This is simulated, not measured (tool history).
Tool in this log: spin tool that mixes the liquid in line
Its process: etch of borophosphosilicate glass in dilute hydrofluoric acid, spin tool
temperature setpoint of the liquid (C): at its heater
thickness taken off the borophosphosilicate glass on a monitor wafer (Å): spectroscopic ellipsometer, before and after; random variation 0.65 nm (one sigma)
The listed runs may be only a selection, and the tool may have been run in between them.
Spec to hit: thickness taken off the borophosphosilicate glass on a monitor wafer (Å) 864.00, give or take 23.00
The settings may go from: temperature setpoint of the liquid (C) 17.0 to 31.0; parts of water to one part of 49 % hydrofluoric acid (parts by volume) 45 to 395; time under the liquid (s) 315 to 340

run	hour	temperature setpoint of the liquid (C)	parts of water to one part of 49 % hydrofluoric acid (parts by volume)	time under the liquid (s)	thickness taken off the borophosphosilicate glass on a monitor wafer (Å)
1	0.0	23.0	220	315	411.65
2	5.3	25.0	220	315	438.82
3	8.5	25.0	145	315	727.46
4	10.9	26.0	145	315	758.54
5	17.8	26.0	85	315	1392.30
6	21.9	26.0	85	340	1516.80
7	29.9	24.0	95	340	1240.20
8	37.3	22.5	95	340	1156.10
9	41.9	21.0	95	340	1091.80
10	42.4	20.0	95	340	1048.00
11	45.7	19.5	95	340	1026.30
12	47.4	19.0	95	340	1006.90
13	47.9	18.5	95	340	988.18
14	50.3	18.5	95	340	985.91
# hour 56.2: thermometer replaced
15	56.2	18.0	95	340	891.34

Exercise: of the 5 proposed moves below, exactly one satisfies all targets within the stated allowed misses. Which move is it?
A	62.1	18.0	90	340	?
B	62.1	17.0	85	325	?
C	62.1	17.5	90	340	?
D	62.1	18.5	90	325	?
E	62.1	20.5	105	335	?

move	thickness taken off the borophosphosilicate glass on a monitor wafer (Å)
A	942.83
B	919.62
C	923.16
D	920.35
E	868.65
A: misses by more than the last run did
B: misses by more than the last run did
C: misses by more than the last run did
D: misses by more than the last run did
E: every result lands within tolerance
Answer: E
